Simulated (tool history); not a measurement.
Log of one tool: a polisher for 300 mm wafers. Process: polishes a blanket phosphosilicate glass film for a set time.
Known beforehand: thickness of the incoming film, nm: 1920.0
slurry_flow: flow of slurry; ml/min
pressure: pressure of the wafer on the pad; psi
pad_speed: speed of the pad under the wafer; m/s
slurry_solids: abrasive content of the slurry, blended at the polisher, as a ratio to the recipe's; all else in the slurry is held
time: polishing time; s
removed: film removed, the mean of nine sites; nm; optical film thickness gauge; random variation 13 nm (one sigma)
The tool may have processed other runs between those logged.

run 1 hour=0 | slurry_flow=215 pressure=3.3 pad_speed=0.96 slurry_solids=1 time=114 | removed=1005.5
run 2 hour=5.9 | slurry_flow=215 pressure=2.5 pad_speed=0.96 slurry_solids=1 time=114 | removed=759.1
run 3 hour=8.4 | slurry_flow=215 pressure=2.5 pad_speed=0.96 slurry_solids=1.15 time=114 | removed=787.69
run 4 hour=12.9 | slurry_flow=215 pressure=1.8 pad_speed=0.96 slurry_solids=1.15 time=114 | removed=599.81
run 5 hour=16.9 | slurry_flow=220 pressure=2.5 pad_speed=0.96 slurry_solids=1.15 time=114 | removed=797.71
run 6 hour=20.7 | slurry_flow=235 pressure=2.9 pad_speed=0.96 slurry_solids=1.15 time=114 | removed=922.49
run 7 hour=22.8 | slurry_flow=235 pressure=3.3 pad_speed=0.96 slurry_solids=1.15 time=114 | removed=1053.3
run 8 hour=29 | slurry_flow=235 pressure=3.6 pad_speed=0.96 slurry_solids=1.15 time=114 | removed=1130.6

The next listed run, before its measurement:
run 9 hour=32.7 | slurry_flow=235 pressure=3.6 pad_speed=0.96 slurry_solids=1.15 time=114 | removed=?

removed: 1137.2 nm

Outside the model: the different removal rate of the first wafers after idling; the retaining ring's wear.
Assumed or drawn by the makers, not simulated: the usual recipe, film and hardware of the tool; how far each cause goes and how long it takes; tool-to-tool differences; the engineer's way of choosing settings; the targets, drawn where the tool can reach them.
